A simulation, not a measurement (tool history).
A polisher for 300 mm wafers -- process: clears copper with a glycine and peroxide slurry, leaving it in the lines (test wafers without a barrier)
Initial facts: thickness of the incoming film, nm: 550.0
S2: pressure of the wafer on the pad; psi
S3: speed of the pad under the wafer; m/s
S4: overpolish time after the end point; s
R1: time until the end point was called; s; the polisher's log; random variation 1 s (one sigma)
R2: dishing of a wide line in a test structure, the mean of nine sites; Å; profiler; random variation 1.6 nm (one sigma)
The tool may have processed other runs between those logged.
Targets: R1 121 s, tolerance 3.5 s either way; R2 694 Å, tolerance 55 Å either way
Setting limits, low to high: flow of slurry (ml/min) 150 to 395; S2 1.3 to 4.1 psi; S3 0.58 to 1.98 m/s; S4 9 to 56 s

{"run": 1, "hour": 0.0, "flow of slurry (ml/min)": 250, "S2": 2.7, "S3": 1.28, "S4": 29, "R1": 95.072, "R2": 714.43}
{"run": 2, "hour": 3.7, "flow of slurry (ml/min)": 250, "S2": 3.1, "S3": 1.28, "S4": 29, "R1": 84.207, "R2": 765.91}
{"run": 3, "hour": 8.9, "flow of slurry (ml/min)": 230, "S2": 3.1, "S3": 1.28, "S4": 29, "R1": 83.454, "R2": 772.35}
{"run": 4, "hour": 9.7, "flow of slurry (ml/min)": 230, "S2": 3.6, "S3": 1.28, "S4": 29, "R1": 74.429, "R2": 803.29}
{"run": 5, "hour": 13.3, "flow of slurry (ml/min)": 230, "S2": 3.3, "S3": 1.28, "S4": 30, "R1": 80.181, "R2": 785.09}
{"run": 6, "hour": 14.9, "flow of slurry (ml/min)": 230, "S2": 3.1, "S3": 1.28, "S4": 31, "R1": 84.694, "R2": 770.05}
{"run": 7, "hour": 21.3, "flow of slurry (ml/min)": 230, "S2": 2.9, "S3": 1.28, "S4": 32, "R1": 89.356, "R2": 728.21}
{"run": 8, "hour": 26.1, "flow of slurry (ml/min)": 245, "S2": 2.7, "S3": 1.26, "S4": 34, "R1": 94.722, "R2": 774.03}
{"run": 9, "hour": 32.8, "flow of slurry (ml/min)": 245, "S2": 2.6, "S3": 1.26, "S4": 34, "R1": 97.927, "R2": 774.02}

5 next moves are on the table. One of them brings every result within its allowed miss. Which?
{"run": "A", "hour": 39.5, "flow of slurry (ml/min)": 220, "S2": 2.4, "S3": 1.26, "S4": 26, "R1": "?", "R2": "?"}
{"run": "B", "hour": 39.5, "flow of slurry (ml/min)": 240, "S2": 3.1, "S3": 1.48, "S4": 20, "R1": "?", "R2": "?"}
{"run": "C", "hour": 39.5, "flow of slurry (ml/min)": 225, "S2": 3, "S3": 0.92, "S4": 31, "R1": "?", "R2": "?"}
{"run": "D", "hour": 39.5, "flow of slurry (ml/min)": 260, "S2": 2.2, "S3": 1.12, "S4": 37, "R1": "?", "R2": "?"}
{"run": "E", "hour": 39.5, "flow of slurry (ml/min)": 255, "S2": 2.5, "S3": 1.16, "S4": 49, "R1": "?", "R2": "?"}

move=A R1=108.89 R2=631.53
move=B R1=77.294 R2=673.29
move=C R1=110.63 R2=710.56
move=D R1=124.23 R2=695.5
move=E R1=109.53 R2=811.62
A: gains on the last run, yet a result remains outside its allowed miss
B: the biggest miss grows against the last run
C: gains on the last run, yet a result remains outside its allowed miss
D: every result within its allowed miss
E: gains on the last run, yet a result remains outside its allowed miss
Answer: D

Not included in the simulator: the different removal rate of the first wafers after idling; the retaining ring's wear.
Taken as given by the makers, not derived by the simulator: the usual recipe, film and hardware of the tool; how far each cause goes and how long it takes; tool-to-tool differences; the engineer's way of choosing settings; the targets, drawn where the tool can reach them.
